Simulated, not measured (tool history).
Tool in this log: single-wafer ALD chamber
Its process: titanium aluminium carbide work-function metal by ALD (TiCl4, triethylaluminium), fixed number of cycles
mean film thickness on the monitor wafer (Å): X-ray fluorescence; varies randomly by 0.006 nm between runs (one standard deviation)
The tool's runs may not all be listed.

run  hour  heater temperature setpoint (deg C)  triethylaluminium pulse time (s)  mean film thickness on the monitor wafer (Å)
  1   0.0                                  310                              7.38                                        19.655
  2   3.2                                  304                              6.02                                        18.313
  3  11.4                                  304                              7.89                                        19.580
  4  15.5                                  300                              6.46                                        18.338
  5  18.8                                  297                              5.43                                        17.275
  6  25.3                                  297                              7.22                                        18.503
  7  32.9                                  297                              7.22                                        18.539
  8  35.9                                  294                              6.18                                        17.701
  9  39.7                                  292                              5.36                                        16.696

What does the tool deliver on the next run?
 10  46.1                                  291                              5.03                                             ?

Run 10 produced mean film thickness on the monitor wafer (Å) 16.336.
